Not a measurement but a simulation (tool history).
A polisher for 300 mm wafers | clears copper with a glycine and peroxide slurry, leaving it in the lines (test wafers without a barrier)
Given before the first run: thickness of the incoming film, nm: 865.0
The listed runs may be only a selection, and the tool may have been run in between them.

| run | day | flow of slurry (ml/min) | pressure of the wafer on the pad (psi) | speed of the pad under the wafer (m/s) | overpolish time after the end point (s) | time until the end point was called (s) | dishing of a wide line in a test structure (angstrom) |
|---|---|---|---|---|---|---|---|
| 1 | 0.000 | 130 | 3.2 | 1.16 | 28 | 163.04 | 821.11 |
| 2 | 0.321 | 110 | 3.2 | 1.16 | 28 | 167.02 | 781.22 |
| 3 | 0.650 | 110 | 4.0 | 1.16 | 28 | 140.21 | 918.57 |
| 4 | 0.808 | 100 | 3.4 | 1.36 | 22 | 140.85 | 762.58 |
| 5 | 0.946 | 100 | 3.4 | 1.10 | 22 | 164.28 | 631.71 |
| 6 | 1.288 | 100 | 3.1 | 1.10 | 22 | 179.19 | 656.89 |
| 7 | 1.492 | 80 | 4.0 | 0.78 | 8 | 212.50 | 251.98 |
| 8 | 1.650 | 85 | 4.3 | 0.88 | 8 | 183.03 | 282.50 |
| 9 | 1.850 | 95 | 4.5 | 0.94 | 8 | 157.01 | 323.30 |

Estimate the outcome of run 10 from the log above:
| 10 | 2.021 | 105 | 4.7 | 0.94 | 8 | ? | ? |

Logged for run 10: time until the end point was called (s) 158.09, dishing of a wide line in a test structure (angstrom) 327.87.
